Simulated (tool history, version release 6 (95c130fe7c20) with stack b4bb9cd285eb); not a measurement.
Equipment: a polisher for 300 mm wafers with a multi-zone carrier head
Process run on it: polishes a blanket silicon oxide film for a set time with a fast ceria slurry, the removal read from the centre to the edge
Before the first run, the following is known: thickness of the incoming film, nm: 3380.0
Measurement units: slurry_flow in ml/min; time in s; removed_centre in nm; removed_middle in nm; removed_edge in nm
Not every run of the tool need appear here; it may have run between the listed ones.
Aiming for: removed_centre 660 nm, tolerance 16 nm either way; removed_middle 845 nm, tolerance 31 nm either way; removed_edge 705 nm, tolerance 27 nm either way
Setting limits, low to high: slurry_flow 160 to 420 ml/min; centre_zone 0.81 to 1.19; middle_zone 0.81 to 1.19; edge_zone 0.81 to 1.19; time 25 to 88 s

run    day  slurry_flow  centre_zone  middle_zone  edge_zone  time  removed_centre  removed_middle  removed_edge
  1      0          270            1            1          1    56          1179.9          1220.6        1125.1
  2  0.075          270            1         0.97          1    56            1176          1167.6        1162.7
  3  0.242          270            1         0.97          1    70          1463.1          1449.6          1400
  4  0.454          270         1.05         0.97          1    70          1549.8          1471.7        1418.2
  5  0.679          270         1.05         0.97          1    79            1713          1635.8        1591.8
  6  0.967          320         1.05         0.97          1    79          1777.9          1679.1        1607.4
  7  1.275          270         0.95         1.05        0.9    63          1254.3          1405.1        1228.9
  8   1.55          270         0.92         1.06       0.89    53          1029.2          1191.1        1033.7
  9  1.725          265          0.9         1.07       0.87    47          878.39            1064        899.79
 10    1.8          255         0.89         1.07       0.85    44           813.1          991.69        831.32
 11  1.912          235         0.88         1.07       0.84    42          765.36           934.4        778.54
 12  1.983          220         0.86         1.07       0.83    42          741.93          937.95        764.93
 13  2.175          210         0.85         1.05       0.83    41          694.82          897.94        753.09
 14  2.492          205         0.86         1.05       0.81    37          645.45          798.74        652.09
 15  2.662          215         0.85         1.05       0.82    37          639.28          806.12        672.01
 16  2.758          225         0.85         1.06       0.82    37          649.21          817.98           676

Consider the 5 candidate settings below. Which is the only one whose results all fall within their allowed miss of target?
  A  2.854          230         0.89         1.13       0.82    36               ?               ?             ?
  B  2.854          165         0.88         1.12       0.81    36               ?               ?             ?
  C  2.854          220         0.84         1.05       0.82    39               ?               ?             ?
  D  2.854          200         0.88         1.04       0.89    35               ?               ?             ?
  E  2.854          255         0.91         1.16       0.81    35               ?               ?             ?

move  removed_centre  removed_middle  removed_edge
   A          656.11          851.62        657.78
   B          611.54          801.67        629.25
   C          665.66          861.44        710.12
   D          616.42          755.96        654.34
   E          661.92          857.86        642.11
A: lands further from the targets than the last run did
B: lands further from the targets than the last run did
C: every result lands within tolerance
D: lands further from the targets than the last run did
E: lands further from the targets than the last run did
C meets every target.

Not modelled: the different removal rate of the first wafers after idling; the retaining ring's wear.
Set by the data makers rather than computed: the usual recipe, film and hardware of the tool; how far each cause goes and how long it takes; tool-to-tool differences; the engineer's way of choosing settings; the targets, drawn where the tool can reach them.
